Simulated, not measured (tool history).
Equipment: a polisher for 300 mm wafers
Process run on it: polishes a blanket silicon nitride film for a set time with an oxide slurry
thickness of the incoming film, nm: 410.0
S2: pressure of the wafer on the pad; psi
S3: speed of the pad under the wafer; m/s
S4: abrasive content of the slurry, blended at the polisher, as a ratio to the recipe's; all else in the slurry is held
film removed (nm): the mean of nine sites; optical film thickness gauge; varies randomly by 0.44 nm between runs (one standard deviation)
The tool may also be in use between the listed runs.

run 1 hour=0.0 | flow_of_slurry_(ml/min)=125 S2=3.8 S3=0.88 S4=1.0 polishing_time_(s)=106 | film_removed_(nm)=71.909
run 2 hour=8.4 | flow_of_slurry_(ml/min)=120 S2=3.3 S3=0.88 S4=1.0 polishing_time_(s)=106 | film_removed_(nm)=64.338
run 3 hour=16.0 | flow_of_slurry_(ml/min)=120 S2=3.3 S3=0.88 S4=1.0 polishing_time_(s)=106 | film_removed_(nm)=64.986
run 4 hour=17.4 | flow_of_slurry_(ml/min)=90 S2=3.3 S3=0.88 S4=1.0 polishing_time_(s)=106 | film_removed_(nm)=59.442
run 5 hour=23.2 | flow_of_slurry_(ml/min)=85 S2=2.9 S3=0.88 S4=1.0 polishing_time_(s)=106 | film_removed_(nm)=51.590
run 6 hour=30.8 | flow_of_slurry_(ml/min)=85 S2=2.7 S3=0.88 S4=1.0 polishing_time_(s)=106 | film_removed_(nm)=48.697
run 7 hour=34.7 | flow_of_slurry_(ml/min)=85 S2=2.6 S3=0.88 S4=1.0 polishing_time_(s)=106 | film_removed_(nm)=46.961

Expected results for the next run?
-- hour=37.4 slurry blender recalibrated
run 8 hour=37.4 | flow_of_slurry_(ml/min)=85 S2=2.5 S3=0.88 S4=1.0 polishing_time_(s)=106 | film_removed_(nm)=?

{"run 8": {"film removed (nm)": 48.107}}
